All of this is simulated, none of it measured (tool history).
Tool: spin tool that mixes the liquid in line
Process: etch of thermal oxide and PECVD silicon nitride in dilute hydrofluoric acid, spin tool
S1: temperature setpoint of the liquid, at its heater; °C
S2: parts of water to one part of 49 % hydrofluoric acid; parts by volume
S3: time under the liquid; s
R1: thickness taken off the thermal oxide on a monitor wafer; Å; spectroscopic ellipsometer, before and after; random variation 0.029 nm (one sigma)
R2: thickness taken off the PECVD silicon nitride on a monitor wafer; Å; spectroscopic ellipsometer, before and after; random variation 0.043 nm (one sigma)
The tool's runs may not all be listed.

Run 1, hour 0: S1 24 °C, S2 265 parts by volume, S3 180 s. Result: R1 25.305 Å, R2 22.177 Å.
Run 2, hour 8.6: S1 27 °C, S2 265 parts by volume, S3 180 s. Result: R1 27.851 Å, R2 26.694 Å.
Run 3, hour 9.6: S1 25.5 °C, S2 265 parts by volume, S3 180 s. Result: R1 26.898 Å, R2 24.054 Å.
Run 4, hour 18.4: S1 25.5 °C, S2 255 parts by volume, S3 180 s. Result: R1 27.764 Å, R2 25.127 Å.
Run 5, hour 19.6: S1 25.5 °C, S2 245 parts by volume, S3 180 s. Result: R1 29.424 Å, R2 26.695 Å.
Run 6, hour 28: S1 23.5 °C, S2 245 parts by volume, S3 180 s. Result: R1 26.836 Å, R2 23.72 Å.

Forecast run 7:
Run 7, hour 33.9: S1 23.5 °C, S2 235 parts by volume, S3 180 s. Result: R1 ?, R2 ?.

R1: 28.399 Å
R2: 24.194 Å
